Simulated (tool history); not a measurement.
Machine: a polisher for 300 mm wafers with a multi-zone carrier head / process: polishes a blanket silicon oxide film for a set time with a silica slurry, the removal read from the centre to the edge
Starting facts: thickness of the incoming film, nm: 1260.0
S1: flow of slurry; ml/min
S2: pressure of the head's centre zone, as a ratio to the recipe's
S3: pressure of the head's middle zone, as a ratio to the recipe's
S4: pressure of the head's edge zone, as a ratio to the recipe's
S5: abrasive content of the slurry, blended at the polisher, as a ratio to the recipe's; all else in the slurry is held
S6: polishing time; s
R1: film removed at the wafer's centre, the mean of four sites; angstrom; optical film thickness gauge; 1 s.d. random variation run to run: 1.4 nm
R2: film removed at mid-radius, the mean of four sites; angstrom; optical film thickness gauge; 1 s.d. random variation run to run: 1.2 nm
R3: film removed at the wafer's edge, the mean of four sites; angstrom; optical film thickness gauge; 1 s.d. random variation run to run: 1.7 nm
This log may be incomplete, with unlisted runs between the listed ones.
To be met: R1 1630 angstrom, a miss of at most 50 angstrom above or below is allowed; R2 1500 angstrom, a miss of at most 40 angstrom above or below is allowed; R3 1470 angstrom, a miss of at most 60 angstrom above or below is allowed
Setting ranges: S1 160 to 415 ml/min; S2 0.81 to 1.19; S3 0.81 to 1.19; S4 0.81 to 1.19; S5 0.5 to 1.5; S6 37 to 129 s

run	hour	S1	S2	S3	S4	S5	S6	R1	R2	R3
1	0	265	1	1	1	1	83	3187.2	3189.6	3145.9
2	2	265	1	1	1	0.9	83	3024.4	3061.4	3009.8
3	2.6	265	1.01	0.99	0.98	0.85	77	2724.2	2712.6	2701.1
4	9.5	265	1.02	0.99	0.96	0.8	72	2534	2434.5	2337.6
5	11.4	260	1.01	0.97	0.94	0.75	70	2323.5	2282.5	2236
6	18.3	260	1.01	0.96	0.93	0.7	67	2161.7	2084	2055.3
7	27.2	260	1.01	0.95	0.91	0.65	65	2029.3	1911.4	1858.3
8	28.6	265	1	0.94	0.9	0.65	65	1999.3	1893.6	1835.9

4 next moves are on the table. One of them brings every result within its allowed miss. Which?
A	30	310	1.03	0.93	0.89	0.65	51	?	?	?
B	30	350	0.81	1.19	0.81	0.5	67	?	?	?
C	30	325	1.01	1.12	0.81	0.7	49	?	?	?
D	30	230	0.81	0.97	1.04	0.65	75	?	?	?

move	R1	R2	R3
A	1668.8	1499	1492.1
B	1490.7	2100.7	1613.9
C	1648.3	1764.8	1433.6
D	1857.2	2211.6	2303.1
A: all results in spec
B: further off than the last run
C: closer than the last run, but not yet in spec
D: further off than the last run
The move that meets every target is A.

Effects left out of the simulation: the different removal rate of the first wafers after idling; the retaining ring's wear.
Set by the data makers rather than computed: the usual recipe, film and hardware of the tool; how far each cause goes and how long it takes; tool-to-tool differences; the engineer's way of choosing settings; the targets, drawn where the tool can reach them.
